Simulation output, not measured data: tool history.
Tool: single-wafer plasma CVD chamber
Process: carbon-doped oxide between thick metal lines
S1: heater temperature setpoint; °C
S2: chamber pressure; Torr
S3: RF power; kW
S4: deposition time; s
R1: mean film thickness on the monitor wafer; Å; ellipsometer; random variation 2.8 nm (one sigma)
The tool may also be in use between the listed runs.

run	hour	S1	S2	S3	S4	R1
1	0	345	5.36	0.595	74.4	3940.9
2	5.1	356	5.36	0.595	74.4	3813.8
3	11.5	356	4.73	0.595	74.4	3785.6
4	19.8	349	4.73	0.595	74.4	3795.7
5	24.7	347	5.3	0.645	74.4	4164.6
6	29.9	345	5.69	0.67	74.4	4376.7
7	31.6	343	5.98	0.68	74.4	4415.2

Run 8 comes next. What will it give?
8	36.8	342	6.1	0.7	74.4	?

R1: 4602.8 Å
